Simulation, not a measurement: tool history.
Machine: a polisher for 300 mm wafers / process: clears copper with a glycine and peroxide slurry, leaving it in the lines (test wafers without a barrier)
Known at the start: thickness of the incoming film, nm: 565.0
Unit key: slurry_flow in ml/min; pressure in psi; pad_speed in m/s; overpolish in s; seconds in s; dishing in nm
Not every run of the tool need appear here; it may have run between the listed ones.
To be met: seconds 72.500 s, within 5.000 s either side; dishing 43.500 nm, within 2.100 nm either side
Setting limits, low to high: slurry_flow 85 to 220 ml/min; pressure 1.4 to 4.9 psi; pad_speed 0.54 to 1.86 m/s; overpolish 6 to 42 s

Run 1, hour 0.0: slurry_flow 140 ml/min, pressure 3.1 psi, pad_speed 1.18 m/s, overpolish 21 s. Result: seconds 77.495 s, dishing 75.186 nm.
Run 2, hour 8.6: slurry_flow 140 ml/min, pressure 3.1 psi, pad_speed 1.00 m/s, overpolish 21 s. Result: seconds 91.883 s, dishing 70.218 nm.
Run 3, hour 13.8: slurry_flow 140 ml/min, pressure 2.6 psi, pad_speed 1.00 m/s, overpolish 21 s. Result: seconds 103.640 s, dishing 63.692 nm.
Run 4, hour 17.7: slurry_flow 135 ml/min, pressure 2.3 psi, pad_speed 1.20 m/s, overpolish 17 s. Result: seconds 92.957 s, dishing 55.296 nm.
Run 5, hour 26.0: slurry_flow 135 ml/min, pressure 2.3 psi, pad_speed 1.26 m/s, overpolish 14 s. Result: seconds 89.160 s, dishing 51.013 nm.
Run 6, hour 32.8: slurry_flow 135 ml/min, pressure 1.7 psi, pad_speed 1.26 m/s, overpolish 14 s. Result: seconds 107.510 s, dishing 43.617 nm.
Run 7, hour 38.4: slurry_flow 135 ml/min, pressure 1.9 psi, pad_speed 1.32 m/s, overpolish 12 s. Result: seconds 98.044 s, dishing 42.804 nm.
Run 8, hour 44.4: slurry_flow 135 ml/min, pressure 2.1 psi, pad_speed 1.36 m/s, overpolish 11 s. Result: seconds 92.865 s, dishing 42.841 nm.
Run 9, hour 46.1: slurry_flow 135 ml/min, pressure 2.3 psi, pad_speed 1.40 m/s, overpolish 10 s. Result: seconds 81.849 s, dishing 42.538 nm.

Of the 4 settings listed for the next run, only one would bring every result within its allowed miss of target. Which one?
Run A, hour 47.8: slurry_flow 115 ml/min, pressure 2.7 psi, pad_speed 1.18 m/s, overpolish 11 s. Result: seconds ?, dishing ?.
Run B, hour 47.8: slurry_flow 150 ml/min, pressure 2.3 psi, pad_speed 1.58 m/s, overpolish 9 s. Result: seconds ?, dishing ?.
Run C, hour 47.8: slurry_flow 130 ml/min, pressure 2.6 psi, pad_speed 1.50 m/s, overpolish 10 s. Result: seconds ?, dishing ?.
Run D, hour 47.8: slurry_flow 130 ml/min, pressure 2.1 psi, pad_speed 1.40 m/s, overpolish 11 s. Result: seconds ?, dishing ?.

move  seconds  dishing
   A   88.980   44.338
   B   74.929   42.689
   C   73.272   47.470
   D   89.589   43.298
A: further off than the last run
B: every result lands within tolerance
C: meets the target for the result that was furthest off, but another lies outside its allowed miss
D: further off than the last run
Correct choice: B, which meets every target

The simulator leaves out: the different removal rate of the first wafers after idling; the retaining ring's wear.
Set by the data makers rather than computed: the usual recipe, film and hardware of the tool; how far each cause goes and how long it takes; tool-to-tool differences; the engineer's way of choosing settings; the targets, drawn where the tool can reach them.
